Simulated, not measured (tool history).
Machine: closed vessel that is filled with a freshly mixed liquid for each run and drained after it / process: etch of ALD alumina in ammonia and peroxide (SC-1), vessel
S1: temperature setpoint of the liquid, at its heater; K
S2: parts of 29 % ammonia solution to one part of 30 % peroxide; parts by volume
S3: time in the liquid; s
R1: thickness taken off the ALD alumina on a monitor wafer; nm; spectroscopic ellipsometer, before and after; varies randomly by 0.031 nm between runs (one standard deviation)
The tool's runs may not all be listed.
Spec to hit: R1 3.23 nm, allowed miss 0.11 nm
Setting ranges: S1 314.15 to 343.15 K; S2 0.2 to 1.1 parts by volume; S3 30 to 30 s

run	hour	S1	S2	S3	R1
1	0	330.15	0.6	30	2.1969
2	0.9	333.15	0.6	30	2.5106
3	9.2	334.65	0.6	30	2.7275
4	14.4	334.65	0.4	30	2.6304
5	22.3	339.65	0.4	30	3.3392
6	25.5	333.15	0.4	30	2.434
7	30.7	333.15	0.4	30	2.3939
8	35.8	334.65	0.4	30	2.6085
9	44.5	335.65	0.4	30	2.7567
10	51.1	336.65	0.4	30	2.9034
11	52.2	337.15	0.4	30	2.9849

Of the 5 settings listed for the next run, only one would bring every result within its allowed miss of target. Which one?
A	53.3	334.65	0.7	30	?
B	53.3	338.15	0.25	30	?
C	53.3	334.65	0.45	30	?
D	53.3	335.65	0.4	30	?
E	53.3	338.65	0.4	30	?

move	R1
A	2.7419
B	2.9657
C	2.6297
D	2.7357
E	3.1783
A: lands further from the targets than the last run did
B: lands further from the targets than the last run did
C: lands further from the targets than the last run did
D: lands further from the targets than the last run did
E: in spec on every target
Move E is the one to make.
